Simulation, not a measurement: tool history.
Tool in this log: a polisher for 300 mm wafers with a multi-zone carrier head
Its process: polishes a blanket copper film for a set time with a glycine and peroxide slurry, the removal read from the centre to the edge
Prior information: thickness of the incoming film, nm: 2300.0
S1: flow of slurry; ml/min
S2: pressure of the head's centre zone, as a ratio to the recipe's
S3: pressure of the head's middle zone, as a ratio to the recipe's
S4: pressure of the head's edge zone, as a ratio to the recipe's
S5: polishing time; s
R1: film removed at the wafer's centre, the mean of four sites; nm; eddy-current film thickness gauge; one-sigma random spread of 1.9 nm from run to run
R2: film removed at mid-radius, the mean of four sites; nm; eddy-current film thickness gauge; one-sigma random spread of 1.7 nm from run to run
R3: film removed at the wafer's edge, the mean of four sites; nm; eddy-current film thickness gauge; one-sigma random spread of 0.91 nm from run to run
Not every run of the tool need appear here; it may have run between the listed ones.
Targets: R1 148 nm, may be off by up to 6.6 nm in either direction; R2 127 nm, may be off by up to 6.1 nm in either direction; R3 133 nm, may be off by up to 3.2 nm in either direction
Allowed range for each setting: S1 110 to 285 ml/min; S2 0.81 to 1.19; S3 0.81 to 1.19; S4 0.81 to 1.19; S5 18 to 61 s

run  hour   S1    S2    S3    S4  S5      R1      R2      R3
  1     0  180     1     1     1  39  197.44  203.54  198.41
  2   6.4  150     1     1     1  39  188.41  199.02  194.26
  3   8.4  150     1     1     1  43   208.6  217.27  215.27
  4  16.9  150     1     1     1  36  179.54  179.46  178.53
  5  23.7  145     1  0.98  0.98  34     165  169.09  164.61
  6  32.2  130     1  0.98  0.98  34  158.68  163.93  165.06
  7  39.4  135  1.02  0.95  0.96  33   160.5  153.13  159.27
  8  45.5  140  1.03  0.94  0.94  32  159.66   152.1  152.68
  9  47.8  140  1.03  0.94  0.94  32  157.98  148.59  153.11
 10  49.8  130  1.07  0.86  0.84  28  143.21  123.33  127.45
 11  50.9  135  1.07  0.86  0.85  28  140.26  122.44  127.22
 12  55.8  160  1.11  0.87   0.9  29  162.68  127.34  137.63
 13  56.6  155   1.1  0.87  0.89  29  153.62  130.96  137.15
 14  60.4  150   1.1  0.87  0.89  29  156.49  129.21  137.28

Which one of the following 4 next-run settings gets every result inside its allowed miss? There is exactly one.
  A  64.2  170  1.14  0.93  0.85  26   ?   ?   ?
  B  64.2  125  1.07  0.88  0.86  29   ?   ?   ?
  C  64.2  165  1.18  0.95  0.82  29   ?   ?   ?
  D  64.2  145  0.94  1.01  0.81  28   ?   ?   ?

move      R1      R2      R3
   A  146.63  123.37  122.83
   B   146.1  125.33  133.06
   C   168.1  139.45  134.68
   D  128.81  139.21  127.53
A: the result that was furthest off in the last run now lies on the other side of its target
B: hits every target within its allowed miss
C: gets the furthest-off result to its target, but another result is out of tolerance
D: the result that was furthest off in the last run now lies on the other side of its target
Correct choice: B, which meets every target
